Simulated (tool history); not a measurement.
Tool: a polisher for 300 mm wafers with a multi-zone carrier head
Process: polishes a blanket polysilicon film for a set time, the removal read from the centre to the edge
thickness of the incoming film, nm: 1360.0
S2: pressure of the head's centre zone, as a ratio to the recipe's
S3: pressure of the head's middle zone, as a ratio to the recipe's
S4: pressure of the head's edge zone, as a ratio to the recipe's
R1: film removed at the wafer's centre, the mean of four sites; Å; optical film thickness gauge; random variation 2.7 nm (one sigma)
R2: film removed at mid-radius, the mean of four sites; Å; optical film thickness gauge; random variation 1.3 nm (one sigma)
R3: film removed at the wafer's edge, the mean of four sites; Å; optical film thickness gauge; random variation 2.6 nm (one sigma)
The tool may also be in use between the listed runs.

Run 1, hour 0: flow of slurry (ml/min) 175, S2 1, S3 1, S4 1, polishing time (s) 36. Result: R1 2608.3 Å, R2 2730.8 Å, R3 2713.3 Å.
Run 2, hour 1.3: flow of slurry (ml/min) 175, S2 1, S3 1, S4 0.98, polishing time (s) 35. Result: R1 2528 Å, R2 2671.2 Å, R3 2603.5 Å.
Run 3, hour 2.6: flow of slurry (ml/min) 175, S2 1, S3 1, S4 1.04, polishing time (s) 35. Result: R1 2600.7 Å, R2 2666.5 Å, R3 2667.3 Å.
Run 4, hour 8.4: flow of slurry (ml/min) 175, S2 1, S3 1, S4 1.04, polishing time (s) 28. Result: R1 2016.7 Å, R2 2145.2 Å, R3 2201.5 Å.
Run 5, hour 10.6: flow of slurry (ml/min) 175, S2 1.06, S3 1, S4 1.04, polishing time (s) 28. Result: R1 2217.1 Å, R2 2136.7 Å, R3 2136.3 Å.
Run 6, hour 16.7: flow of slurry (ml/min) 175, S2 1.06, S3 0.97, S4 1.04, polishing time (s) 28. Result: R1 2174.5 Å, R2 2072.1 Å, R3 2184.9 Å.
Run 7, hour 20.1: flow of slurry (ml/min) 170, S2 1.06, S3 0.97, S4 1.02, polishing time (s) 28. Result: R1 2228.5 Å, R2 2053 Å, R3 2169.6 Å.
Run 8, hour 22.2: flow of slurry (ml/min) 170, S2 1.06, S3 0.98, S4 1.01, polishing time (s) 27. Result: R1 2119.1 Å, R2 2027.9 Å, R3 2034.6 Å.
Run 9, hour 31: flow of slurry (ml/min) 165, S2 1.06, S3 0.98, S4 1, polishing time (s) 27. Result: R1 2137.6 Å, R2 1998 Å, R3 2062.9 Å.
Run 10, hour 33.8: flow of slurry (ml/min) 165, S2 1.06, S3 0.98, S4 0.99, polishing time (s) 27. Result: R1 2085 Å, R2 1990.4 Å, R3 2011.1 Å.
Run 11, hour 42.8: flow of slurry (ml/min) 160, S2 1.06, S3 0.98, S4 0.98, polishing time (s) 27. Result: R1 2001.2 Å, R2 1991.8 Å, R3 2027.1 Å.
Run 12, hour 50.1: flow of slurry (ml/min) 165, S2 1.09, S3 1, S4 0.88, polishing time (s) 24. Result: R1 1921.1 Å, R2 1814.8 Å, R3 1676.2 Å.
Run 13, hour 56.6: flow of slurry (ml/min) 165, S2 1.09, S3 1, S4 0.88, polishing time (s) 24. Result: R1 1953.1 Å, R2 1797.2 Å, R3 1738.2 Å.

The next listed run, before its measurement:
Run 14, hour 65.4: flow of slurry (ml/min) 165, S2 1.08, S3 1, S4 0.88, polishing time (s) 24. Result: R1 ?, R2 ?, R3 ?.

{"run 14": {"R1": 1872.4, "R2": 1801.6, "R3": 1738.4}}
